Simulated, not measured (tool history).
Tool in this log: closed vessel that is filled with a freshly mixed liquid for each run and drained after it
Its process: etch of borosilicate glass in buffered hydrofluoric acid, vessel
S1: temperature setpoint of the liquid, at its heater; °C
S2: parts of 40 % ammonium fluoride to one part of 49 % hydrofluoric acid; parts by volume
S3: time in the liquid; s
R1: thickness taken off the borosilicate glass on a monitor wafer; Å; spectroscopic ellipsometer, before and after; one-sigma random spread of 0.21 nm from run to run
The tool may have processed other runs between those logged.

Run 1, day 0.000: S1 20 °C, S2 15.5 parts by volume, S3 35 s. Result: R1 220.18 Å.
Run 2, day 0.121: S1 22 °C, S2 15.5 parts by volume, S3 35 s. Result: R1 242.01 Å.
Run 3, day 0.212: S1 22 °C, S2 14.0 parts by volume, S3 35 s. Result: R1 269.85 Å.
Run 4, day 0.525: S1 22 °C, S2 14.0 parts by volume, S3 35 s. Result: R1 268.98 Å.
Run 5, day 0.858: S1 22 °C, S2 17.5 parts by volume, S3 35 s. Result: R1 217.17 Å.
Run 6, day 0.992: S1 22 °C, S2 17.5 parts by volume, S3 30 s. Result: R1 184.41 Å.
Run 7, day 1.021: S1 24 °C, S2 16.5 parts by volume, S3 30 s. Result: R1 221.67 Å.
Run 8, day 1.254: S1 25 °C, S2 15.5 parts by volume, S3 30 s. Result: R1 246.40 Å.

Expected results for the next run?
At day 1.404: thermometer replaced.
Run 9, day 1.404: S1 26 °C, S2 15.0 parts by volume, S3 30 s. Result: R1 ?.

Run 9 measured R1 298.10 Å.
